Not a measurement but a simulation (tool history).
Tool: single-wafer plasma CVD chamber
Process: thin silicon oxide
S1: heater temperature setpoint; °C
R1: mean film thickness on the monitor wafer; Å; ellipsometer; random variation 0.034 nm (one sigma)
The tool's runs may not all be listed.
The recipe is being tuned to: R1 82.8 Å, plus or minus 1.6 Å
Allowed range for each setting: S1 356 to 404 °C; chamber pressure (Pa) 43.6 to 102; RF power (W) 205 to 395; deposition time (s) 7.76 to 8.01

run 1 hour=0 | S1=380 chamber_pressure_(Pa)=72.8 RF_power_(W)=300 deposition_time_(s)=7.76 | R1=100.43
run 2 hour=1.4 | S1=380 chamber_pressure_(Pa)=72.8 RF_power_(W)=300 deposition_time_(s)=8.01 | R1=103.25
run 3 hour=8.1 | S1=380 chamber_pressure_(Pa)=72.8 RF_power_(W)=265 deposition_time_(s)=8.01 | R1=97.788
run 4 hour=9.7 | S1=380 chamber_pressure_(Pa)=71.7 RF_power_(W)=265 deposition_time_(s)=8.01 | R1=96.723
-- hour=10.6 RF generator calibrated
run 5 hour=10.6 | S1=380 chamber_pressure_(Pa)=70.7 RF_power_(W)=265 deposition_time_(s)=8.01 | R1=97.016
run 6 hour=14.1 | S1=380 chamber_pressure_(Pa)=70.7 RF_power_(W)=240 deposition_time_(s)=8.01 | R1=93.23
run 7 hour=18.2 | S1=380 chamber_pressure_(Pa)=69.9 RF_power_(W)=240 deposition_time_(s)=8.01 | R1=91.59
run 8 hour=22.3 | S1=380 chamber_pressure_(Pa)=69.2 RF_power_(W)=240 deposition_time_(s)=8.01 | R1=90.466

Consider the 4 candidate settings below. Which is the only one whose results all fall within their allowed miss of target?
run A hour=26.4 | S1=381 chamber_pressure_(Pa)=65.7 RF_power_(W)=255 deposition_time_(s)=7.76 | R1=?
run B hour=26.4 | S1=381 chamber_pressure_(Pa)=64.4 RF_power_(W)=240 deposition_time_(s)=7.83 | R1=?
run C hour=26.4 | S1=380 chamber_pressure_(Pa)=61.6 RF_power_(W)=235 deposition_time_(s)=7.96 | R1=?
run D hour=26.4 | S1=379 chamber_pressure_(Pa)=66.7 RF_power_(W)=240 deposition_time_(s)=7.97 | R1=?

move=A R1=86.705
move=B R1=83.168
move=C R1=80.231
move=D R1=87.624
A: better than the last run, though not everything is in spec
B: all results land within tolerance of their targets
C: the result that was furthest off in the last run now lies on the other side of its target
D: better than the last run, though not everything is in spec
The right move is B.

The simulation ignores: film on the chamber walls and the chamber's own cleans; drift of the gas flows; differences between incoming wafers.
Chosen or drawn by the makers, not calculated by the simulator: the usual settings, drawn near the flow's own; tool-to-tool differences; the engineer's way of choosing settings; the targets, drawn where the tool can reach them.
